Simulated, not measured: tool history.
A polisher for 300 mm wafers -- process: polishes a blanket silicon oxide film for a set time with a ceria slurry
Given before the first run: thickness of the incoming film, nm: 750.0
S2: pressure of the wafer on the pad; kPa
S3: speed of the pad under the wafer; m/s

run 1 day=0 | flow_of_slurry_(ml/min)=145 S2=17.2 S3=0.86 polishing_time_(s)=27 | film_removed_(nm)=84.029
run 2 day=0.046 | flow_of_slurry_(ml/min)=170 S2=17.2 S3=0.86 polishing_time_(s)=27 | film_removed_(nm)=86.046
run 3 day=0.146 | flow_of_slurry_(ml/min)=170 S2=17.2 S3=0.98 polishing_time_(s)=27 | film_removed_(nm)=93.583
run 4 day=0.212 | flow_of_slurry_(ml/min)=170 S2=15.2 S3=0.98 polishing_time_(s)=27 | film_removed_(nm)=84.068
run 5 day=0.25 | flow_of_slurry_(ml/min)=190 S2=15.2 S3=0.98 polishing_time_(s)=27 | film_removed_(nm)=83.815
run 6 day=0.292 | flow_of_slurry_(ml/min)=190 S2=15.2 S3=1.2 polishing_time_(s)=27 | film_removed_(nm)=100.17
run 7 day=0.625 | flow_of_slurry_(ml/min)=190 S2=13.1 S3=1.18 polishing_time_(s)=27 | film_removed_(nm)=85.588
run 8 day=0.95 | flow_of_slurry_(ml/min)=180 S2=8.3 S3=1.16 polishing_time_(s)=27 | film_removed_(nm)=54.155

Run 9, settings as shown, results not yet in. Your forecast:
run 9 day=1.254 | flow_of_slurry_(ml/min)=180 S2=9 S3=1.16 polishing_time_(s)=27 | film_removed_(nm)=?

Run 9 yielded film removed (nm) 58.605.
